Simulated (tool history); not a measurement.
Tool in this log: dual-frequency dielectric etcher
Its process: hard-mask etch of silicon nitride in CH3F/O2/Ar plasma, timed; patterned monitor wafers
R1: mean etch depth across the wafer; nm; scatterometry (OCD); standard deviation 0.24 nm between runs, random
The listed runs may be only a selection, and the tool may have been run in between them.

Run 1, hour 0.0: source power (kW) 0.460, bias power (kW) 0.088, etch time (s) 132.0. Result: R1 94.883 nm.
Run 2, hour 4.0: source power (kW) 0.520, bias power (kW) 0.089, etch time (s) 132.0. Result: R1 98.847 nm.
Run 3, hour 7.8: source power (kW) 0.600, bias power (kW) 0.089, etch time (s) 132.0. Result: R1 103.110 nm.
Run 4, hour 12.0: source power (kW) 0.600, bias power (kW) 0.083, etch time (s) 132.0. Result: R1 100.620 nm.
Run 5, hour 13.5: source power (kW) 0.600, bias power (kW) 0.083, etch time (s) 132.0. Result: R1 100.500 nm.
Run 6, hour 16.7: source power (kW) 0.520, bias power (kW) 0.083, etch time (s) 132.0. Result: R1 96.669 nm.
Run 7, hour 22.4: source power (kW) 0.560, bias power (kW) 0.089, etch time (s) 132.0. Result: R1 101.050 nm.
Run 8, hour 29.3: source power (kW) 0.590, bias power (kW) 0.092, etch time (s) 132.0. Result: R1 103.520 nm.
Run 9, hour 32.3: source power (kW) 0.610, bias power (kW) 0.095, etch time (s) 132.0. Result: R1 105.700 nm.

What will run 10 give?
Run 10, hour 36.6: source power (kW) 0.620, bias power (kW) 0.097, etch time (s) 132.0. Result: R1 ?.

{"run 10": {"R1": 106.74}}
